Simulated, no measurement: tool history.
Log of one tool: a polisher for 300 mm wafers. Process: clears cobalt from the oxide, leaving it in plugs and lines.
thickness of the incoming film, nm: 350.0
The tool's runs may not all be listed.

run,hour,flow of slurry (ml/min),pressure of the wafer on the pad (psi),speed of the pad under the wafer (cm/s),overpolish time after the end point (s),time until the end point was called (s),dishing of a wide line in a test structure (nm)
1,0.0,265,2.0,112,11,55.363,38.761
2,4.9,270,1.8,112,10,61.406,35.205
3,12.6,270,1.6,112,9,68.967,30.773
4,17.6,270,1.6,112,6,69.258,22.254
5,22.1,265,1.5,112,6,72.744,21.282
6,28.0,220,1.5,112,6,74.640,21.078
7,30.5,215,1.4,112,7,78.903,22.768

The next listed run, before its measurement:
8,32.6,210,1.3,112,7,?,?

{"run 8": {"time until the end point was called (s)": 84.822, "dishing of a wide line in a test structure (nm)": 21.291}}
